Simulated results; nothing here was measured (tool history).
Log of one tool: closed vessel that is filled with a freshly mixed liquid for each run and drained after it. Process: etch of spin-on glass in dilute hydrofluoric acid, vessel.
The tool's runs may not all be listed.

| run | hour | temperature setpoint of the liquid (C) | parts of water to one part of 49 % hydrofluoric acid (parts by volume) | time in the liquid (s) | thickness taken off the spin-on glass on a monitor wafer (angstrom) |
|---|---|---|---|---|---|
| 1 | 0.0 | 20.0 | 90 | 105 | 504.03 |
| 2 | 3.5 | 23.5 | 90 | 105 | 581.24 |
| 3 | 5.3 | 22.0 | 90 | 105 | 543.17 |
| 4 | 8.9 | 21.0 | 90 | 105 | 521.36 |
| 5 | 15.9 | 20.0 | 90 | 105 | 496.75 |
| 6 | 20.4 | 19.5 | 90 | 105 | 490.31 |

Run 7, settings as shown, results not yet in. Your forecast:
| 7 | 26.5 | 19.0 | 90 | 105 | ? |

thickness taken off the spin-on glass on a monitor wafer (angstrom): 485.04

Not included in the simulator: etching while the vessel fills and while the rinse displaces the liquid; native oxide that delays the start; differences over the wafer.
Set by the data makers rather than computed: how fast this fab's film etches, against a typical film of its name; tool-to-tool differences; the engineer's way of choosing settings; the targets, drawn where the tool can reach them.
